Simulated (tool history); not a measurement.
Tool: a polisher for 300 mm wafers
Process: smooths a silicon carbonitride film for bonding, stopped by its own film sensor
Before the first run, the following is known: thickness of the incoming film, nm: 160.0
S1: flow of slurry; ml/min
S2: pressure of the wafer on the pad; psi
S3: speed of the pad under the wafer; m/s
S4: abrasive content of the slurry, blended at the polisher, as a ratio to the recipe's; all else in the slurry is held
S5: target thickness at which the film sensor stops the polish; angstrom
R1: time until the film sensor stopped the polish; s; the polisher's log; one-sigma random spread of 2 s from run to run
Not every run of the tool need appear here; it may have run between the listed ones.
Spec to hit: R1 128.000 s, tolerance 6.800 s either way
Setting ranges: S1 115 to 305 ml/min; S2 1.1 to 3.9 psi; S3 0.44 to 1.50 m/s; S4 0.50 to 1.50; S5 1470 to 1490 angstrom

run 1 hour=0.0 | S1=195 S2=2.5 S3=0.96 S4=1.00 S5=1470 | R1=47.808
run 2 hour=4.4 | S1=195 S2=2.3 S3=0.90 S4=1.00 S5=1470 | R1=54.148
run 3 hour=12.9 | S1=240 S2=2.3 S3=0.90 S4=1.00 S5=1470 | R1=53.917
run 4 hour=14.7 | S1=240 S2=2.3 S3=0.90 S4=1.00 S5=1470 | R1=53.902
run 5 hour=21.0 | S1=240 S2=2.3 S3=0.90 S4=1.00 S5=1470 | R1=54.348
run 6 hour=26.6 | S1=240 S2=2.3 S3=0.90 S4=1.00 S5=1490 | R1=45.845
run 7 hour=30.3 | S1=240 S2=1.6 S3=0.62 S4=0.75 S5=1480 | R1=116.090
run 8 hour=38.1 | S1=240 S2=1.6 S3=0.62 S4=0.75 S5=1480 | R1=115.850
run 9 hour=39.9 | S1=240 S2=1.5 S3=0.62 S4=0.75 S5=1480 | R1=119.830

Which single option among these 5 for the next run brings every result within its allowed miss of target? Just one does.
run A hour=41.7 | S1=275 S2=2.4 S3=0.48 S4=0.50 S5=1470 | R1=?
run B hour=41.7 | S1=250 S2=1.7 S3=0.58 S4=0.80 S5=1480 | R1=?
run C hour=41.7 | S1=265 S2=1.5 S3=0.46 S4=0.85 S5=1470 | R1=?
run D hour=41.7 | S1=235 S2=2.2 S3=0.50 S4=0.55 S5=1480 | R1=?
run E hour=41.7 | S1=240 S2=1.4 S3=0.64 S4=0.60 S5=1490 | R1=?

move=A R1=145.000
move=B R1=108.460
move=C R1=152.390
move=D R1=129.710
move=E R1=138.590
A: carries the result that was furthest off beyond its target, to the other side
B: lands further from the targets than the last run did
C: carries the result that was furthest off beyond its target, to the other side
D: hits every target within its allowed miss
E: carries the result that was furthest off beyond its target, to the other side
The move that meets every target is D.

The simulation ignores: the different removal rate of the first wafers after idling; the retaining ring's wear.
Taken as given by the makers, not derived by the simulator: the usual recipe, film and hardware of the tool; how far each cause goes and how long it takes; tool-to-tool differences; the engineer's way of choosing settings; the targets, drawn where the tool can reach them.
